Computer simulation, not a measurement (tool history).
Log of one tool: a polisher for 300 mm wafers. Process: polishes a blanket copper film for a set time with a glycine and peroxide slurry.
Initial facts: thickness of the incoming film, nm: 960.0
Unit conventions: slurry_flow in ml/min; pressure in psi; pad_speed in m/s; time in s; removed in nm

Run 1, hour 0: slurry_flow 255 ml/min, pressure 2.9 psi, pad_speed 1.22 m/s, time 33 s. Result: removed 191.47 nm.
Run 2, hour 7.6: slurry_flow 255 ml/min, pressure 2.5 psi, pad_speed 1.12 m/s, time 33 s. Result: removed 155.37 nm.
Run 3, hour 12.9: slurry_flow 255 ml/min, pressure 2.2 psi, pad_speed 1.06 m/s, time 33 s. Result: removed 132.33 nm.
Run 4, hour 18.8: slurry_flow 195 ml/min, pressure 2.2 psi, pad_speed 1.06 m/s, time 33 s. Result: removed 130.97 nm.
Run 5, hour 23.2: slurry_flow 195 ml/min, pressure 2 psi, pad_speed 1.02 m/s, time 33 s. Result: removed 116.97 nm.
Run 6, hour 28.8: slurry_flow 230 ml/min, pressure 2 psi, pad_speed 1.02 m/s, time 33 s. Result: removed 118.25 nm.
Run 7, hour 30.9: slurry_flow 230 ml/min, pressure 1.3 psi, pad_speed 0.86 m/s, time 32 s. Result: removed 75.87 nm.
Run 8, hour 36.2: slurry_flow 230 ml/min, pressure 1.4 psi, pad_speed 0.86 m/s, time 32 s. Result: removed 76.514 nm.

The next listed run, before its measurement:
Run 9, hour 45: slurry_flow 230 ml/min, pressure 1.5 psi, pad_speed 0.86 m/s, time 32 s. Result: removed ?.

{"run 9": {"removed": 80.387}}
